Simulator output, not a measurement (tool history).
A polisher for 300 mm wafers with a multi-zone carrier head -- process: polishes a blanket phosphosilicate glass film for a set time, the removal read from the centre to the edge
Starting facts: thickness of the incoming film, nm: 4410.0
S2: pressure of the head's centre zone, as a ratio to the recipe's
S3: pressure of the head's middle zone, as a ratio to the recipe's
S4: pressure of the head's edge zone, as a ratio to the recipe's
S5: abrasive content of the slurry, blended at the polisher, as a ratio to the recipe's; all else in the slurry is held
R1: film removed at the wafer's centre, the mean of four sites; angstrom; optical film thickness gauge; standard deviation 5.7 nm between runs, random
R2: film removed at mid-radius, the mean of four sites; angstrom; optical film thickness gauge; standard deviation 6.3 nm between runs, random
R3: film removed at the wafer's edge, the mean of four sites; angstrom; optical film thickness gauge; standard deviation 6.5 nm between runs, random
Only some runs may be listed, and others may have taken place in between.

{"run": 1, "day": 0.0, "flow of slurry (ml/min)": 265, "S2": 1, "S3": 1, "S4": 1, "S5": 1, "polishing time (s)": 77, "R1": 4890.5, "R2": 4808.9, "R3": 4595.3}
{"run": 2, "day": 0.283, "flow of slurry (ml/min)": 265, "S2": 1, "S3": 0.94, "S4": 1, "S5": 1, "polishing time (s)": 77, "R1": 4845.9, "R2": 4541.2, "R3": 4588.2}
{"run": 3, "day": 0.379, "flow of slurry (ml/min)": 270, "S2": 1.01, "S3": 1, "S4": 1.04, "S5": 1.05, "polishing time (s)": 77, "R1": 4964.3, "R2": 5032.6, "R3": 4695.2}
{"run": 4, "day": 0.667, "flow of slurry (ml/min)": 270, "S2": 1.01, "S3": 1, "S4": 1.04, "S5": 1.25, "polishing time (s)": 77, "R1": 5277.5, "R2": 5249.6, "R3": 5089.4}
{"run": 5, "day": 0.771, "flow of slurry (ml/min)": 280, "S2": 1.02, "S3": 1.02, "S4": 1.06, "S5": 1.3, "polishing time (s)": 77, "R1": 5480, "R2": 5397.1, "R3": 5247.7}
{"run": 6, "day": 1.112, "flow of slurry (ml/min)": 285, "S2": 1.02, "S3": 1.05, "S4": 1.07, "S5": 1.35, "polishing time (s)": 77, "R1": 5557.9, "R2": 5620.8, "R3": 5297.9}
{"run": 7, "day": 1.458, "flow of slurry (ml/min)": 290, "S2": 1.02, "S3": 1.07, "S4": 1.08, "S5": 1.4, "polishing time (s)": 77, "R1": 5468, "R2": 5905.4, "R3": 5317.3}

The next listed run, before its measurement:
{"run": 8, "day": 1.654, "flow of slurry (ml/min)": 300, "S2": 1.05, "S3": 1.07, "S4": 1.1, "S5": 1.45, "polishing time (s)": 77, "R1": "?", "R2": "?", "R3": "?"}

{"run 8": {"R1": 5824.5, "R2": 5911.8, "R3": 5504.3}}

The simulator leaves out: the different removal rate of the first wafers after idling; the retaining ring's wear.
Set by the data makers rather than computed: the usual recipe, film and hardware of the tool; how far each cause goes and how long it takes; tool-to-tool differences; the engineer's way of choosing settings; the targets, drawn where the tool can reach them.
